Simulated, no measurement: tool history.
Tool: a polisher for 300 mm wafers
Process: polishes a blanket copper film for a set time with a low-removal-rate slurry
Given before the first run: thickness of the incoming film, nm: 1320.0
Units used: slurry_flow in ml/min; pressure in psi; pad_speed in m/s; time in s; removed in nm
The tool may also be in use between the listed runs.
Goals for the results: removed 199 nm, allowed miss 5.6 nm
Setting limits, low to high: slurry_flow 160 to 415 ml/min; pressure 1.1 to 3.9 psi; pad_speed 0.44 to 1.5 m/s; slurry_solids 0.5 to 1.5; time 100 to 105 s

| run | hour | slurry_flow | pressure | pad_speed | slurry_solids | time | removed |
|---|---|---|---|---|---|---|---|
| 1 | 0 | 265 | 2.5 | 0.96 | 1 | 100 | 291.71 |
| 2 | 1.6 | 265 | 2.3 | 0.96 | 1 | 100 | 275.26 |
| 3 | 10.2 | 265 | 2.1 | 0.96 | 1 | 100 | 253.45 |
| 4 | 12.2 | 265 | 2.1 | 1.08 | 1 | 100 | 275.38 |
| 5 | 18.4 | 265 | 2.1 | 1.26 | 1 | 100 | 310.12 |
| 6 | 27.1 | 265 | 1.9 | 1.24 | 1 | 100 | 280.96 |
| 7 | 32.2 | 265 | 1.7 | 1.24 | 1 | 100 | 259.85 |
| 8 | 33.6 | 255 | 1.1 | 1.22 | 1 | 100 | 183.39 |
| 9 | 42.3 | 265 | 1.1 | 1.22 | 1 | 100 | 183.49 |

Which single option among these 5 for the next run brings every result within its allowed miss of target? Just one does.
| A | 51 | 305 | 1.3 | 1.16 | 0.95 | 100 | ? |
| B | 51 | 200 | 1.3 | 1.14 | 1.15 | 105 | ? |
| C | 51 | 245 | 1.3 | 0.9 | 1 | 100 | ? |
| D | 51 | 215 | 1.1 | 1.12 | 1 | 100 | ? |
| E | 51 | 245 | 1.1 | 1.1 | 1 | 100 | ? |

| move | removed |
|---|---|
| A | 198.64 |
| B | 206 |
| C | 163.31 |
| D | 167.11 |
| E | 167.67 |
A: every result within its allowed miss
B: carries the result that was furthest off beyond its target, to the other side
C: misses by more than the last run did
D: misses by more than the last run did
E: misses by more than the last run did
A is the move that brings every result within its allowed miss.

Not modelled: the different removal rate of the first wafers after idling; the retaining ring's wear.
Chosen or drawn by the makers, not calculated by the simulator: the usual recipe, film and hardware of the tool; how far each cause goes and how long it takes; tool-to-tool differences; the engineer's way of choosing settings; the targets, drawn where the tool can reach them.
